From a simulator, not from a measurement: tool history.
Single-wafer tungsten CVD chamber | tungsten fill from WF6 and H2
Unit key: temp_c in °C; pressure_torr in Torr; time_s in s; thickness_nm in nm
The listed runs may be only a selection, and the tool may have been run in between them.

run 1 hour=0.0 | temp_c=390 pressure_torr=49.4 time_s=27.9 | thickness_nm=85.369
run 2 hour=7.7 | temp_c=390 pressure_torr=45.6 time_s=27.9 | thickness_nm=81.877
run 3 hour=12.4 | temp_c=396 pressure_torr=45.6 time_s=27.9 | thickness_nm=92.885
run 4 hour=16.2 | temp_c=391 pressure_torr=45.6 time_s=27.9 | thickness_nm=83.213
run 5 hour=21.5 | temp_c=391 pressure_torr=45.6 time_s=27.9 | thickness_nm=83.845
run 6 hour=28.4 | temp_c=388 pressure_torr=45.5 time_s=27.9 | thickness_nm=78.486
run 7 hour=34.3 | temp_c=386 pressure_torr=45.5 time_s=27.9 | thickness_nm=74.365
run 8 hour=41.3 | temp_c=384 pressure_torr=45.5 time_s=27.9 | thickness_nm=71.901

The next listed run, before its measurement:
run 9 hour=43.3 | temp_c=382 pressure_torr=45.5 time_s=27.9 | thickness_nm=?

thickness_nm: 68.035 nm
